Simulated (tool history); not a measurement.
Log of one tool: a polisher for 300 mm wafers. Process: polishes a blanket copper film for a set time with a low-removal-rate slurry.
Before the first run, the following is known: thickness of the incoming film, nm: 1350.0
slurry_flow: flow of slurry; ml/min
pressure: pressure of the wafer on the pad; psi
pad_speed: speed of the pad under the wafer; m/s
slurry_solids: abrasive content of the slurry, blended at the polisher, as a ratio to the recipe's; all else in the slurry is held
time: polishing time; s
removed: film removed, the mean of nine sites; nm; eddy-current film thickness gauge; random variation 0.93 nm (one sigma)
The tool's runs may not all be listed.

{"run": 1, "hour": 0.0, "slurry_flow": 205, "pressure": 3.1, "pad_speed": 1.18, "slurry_solids": 1, "time": 44, "removed": 134.63}
{"run": 2, "hour": 8.5, "slurry_flow": 205, "pressure": 3.1, "pad_speed": 1.36, "slurry_solids": 1, "time": 44, "removed": 157.41}
{"run": 3, "hour": 12.9, "slurry_flow": 205, "pressure": 3.1, "pad_speed": 1.58, "slurry_solids": 1, "time": 44, "removed": 179.8}
{"run": 4, "hour": 13.9, "slurry_flow": 205, "pressure": 3.1, "pad_speed": 1.78, "slurry_solids": 1, "time": 44, "removed": 197.25}
{"run": 5, "hour": 15.9, "slurry_flow": 205, "pressure": 2.8, "pad_speed": 1.72, "slurry_solids": 1, "time": 44, "removed": 172.19}
{"run": 6, "hour": 22.1, "slurry_flow": 205, "pressure": 2.8, "pad_speed": 1.72, "slurry_solids": 1, "time": 44, "removed": 174.66}
{"run": 7, "hour": 24.8, "slurry_flow": 205, "pressure": 2.6, "pad_speed": 1.68, "slurry_solids": 1, "time": 44, "removed": 159.45}
{"run": 8, "hour": 25.8, "slurry_flow": 205, "pressure": 2.4, "pad_speed": 1.64, "slurry_solids": 1, "time": 44, "removed": 141.11}
{"run": 9, "hour": 30.4, "slurry_flow": 205, "pressure": 2.2, "pad_speed": 1.62, "slurry_solids": 1, "time": 44, "removed": 128.73}
{"run": 10, "hour": 32.4, "slurry_flow": 205, "pressure": 2.1, "pad_speed": 1.62, "slurry_solids": 1, "time": 44, "removed": 126.29}
{"run": 11, "hour": 37.0, "slurry_flow": 200, "pressure": 1.4, "pad_speed": 1.48, "slurry_solids": 1, "time": 44, "removed": 76.528}
{"run": 12, "hour": 42.1, "slurry_flow": 230, "pressure": 1.8, "pad_speed": 1.48, "slurry_solids": 1, "time": 44, "removed": 100}

Run 13, settings as shown, results not yet in. Your forecast:
{"run": 13, "hour": 47.4, "slurry_flow": 230, "pressure": 1.8, "pad_speed": 1.48, "slurry_solids": 1, "time": 44, "removed": "?"}

removed: 101.41 nm
